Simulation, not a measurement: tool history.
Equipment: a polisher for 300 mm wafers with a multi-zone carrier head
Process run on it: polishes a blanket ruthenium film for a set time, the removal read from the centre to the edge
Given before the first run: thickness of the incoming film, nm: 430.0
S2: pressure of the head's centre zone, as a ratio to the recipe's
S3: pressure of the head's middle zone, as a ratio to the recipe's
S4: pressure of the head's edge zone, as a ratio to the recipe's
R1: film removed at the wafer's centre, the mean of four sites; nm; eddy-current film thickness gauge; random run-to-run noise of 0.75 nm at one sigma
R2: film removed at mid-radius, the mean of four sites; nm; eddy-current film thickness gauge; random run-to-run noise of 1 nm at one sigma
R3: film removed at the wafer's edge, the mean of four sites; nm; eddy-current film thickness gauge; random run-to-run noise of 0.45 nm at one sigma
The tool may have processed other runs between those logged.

Run 1, hour 0: flow of slurry (ml/min) 255, S2 1, S3 1, S4 1, polishing time (s) 72. Result: R1 93.633 nm, R2 92.908 nm, R3 91.333 nm.
Run 2, hour 1: flow of slurry (ml/min) 255, S2 1, S3 1, S4 1.05, polishing time (s) 72. Result: R1 94.092 nm, R2 89.722 nm, R3 93.543 nm.
Run 3, hour 4.2: flow of slurry (ml/min) 295, S2 1, S3 1, S4 1.05, polishing time (s) 72. Result: R1 96.558 nm, R2 95.501 nm, R3 93.631 nm.
Run 4, hour 9.8: flow of slurry (ml/min) 295, S2 1, S3 1, S4 0.98, polishing time (s) 72. Result: R1 95.547 nm, R2 95.627 nm, R3 92.161 nm.
Run 5, hour 12: flow of slurry (ml/min) 295, S2 0.94, S3 1, S4 0.98, polishing time (s) 72. Result: R1 90.459 nm, R2 92.09 nm, R3 91.642 nm.
Run 6, hour 17.5: flow of slurry (ml/min) 300, S2 0.96, S3 0.98, S4 0.97, polishing time (s) 69. Result: R1 87.7 nm, R2 88.451 nm, R3 88.128 nm.
Run 7, hour 25.4: flow of slurry (ml/min) 295, S2 0.98, S3 0.97, S4 0.96, polishing time (s) 67. Result: R1 87.035 nm, R2 86.15 nm, R3 84.823 nm.
Run 8, hour 26.5: flow of slurry (ml/min) 290, S2 0.99, S3 0.96, S4 0.95, polishing time (s) 66. Result: R1 86.746 nm, R2 83.733 nm, R3 82.561 nm.
Run 9, hour 30.2: flow of slurry (ml/min) 285, S2 0.99, S3 0.95, S4 0.93, polishing time (s) 65. Result: R1 85.368 nm, R2 81.093 nm, R3 81.077 nm.
Run 10, hour 38.4: flow of slurry (ml/min) 280, S2 0.99, S3 0.95, S4 0.91, polishing time (s) 64. Result: R1 83.415 nm, R2 80.663 nm, R3 78.571 nm.
Run 11, hour 42.2: flow of slurry (ml/min) 270, S2 0.99, S3 0.94, S4 0.9, polishing time (s) 64. Result: R1 82.362 nm, R2 77.41 nm, R3 77.622 nm.
Run 12, hour 43.1: flow of slurry (ml/min) 260, S2 0.99, S3 0.94, S4 0.89, polishing time (s) 64. Result: R1 82.832 nm, R2 78.549 nm, R3 77.602 nm.

The next listed run, before its measurement:
Run 13, hour 49.6: flow of slurry (ml/min) 255, S2 0.99, S3 0.93, S4 0.88, polishing time (s) 64. Result: R1 ?, R2 ?, R3 ?.

R1: 82.319 nm
R2: 77.007 nm
R3: 77.809 nm
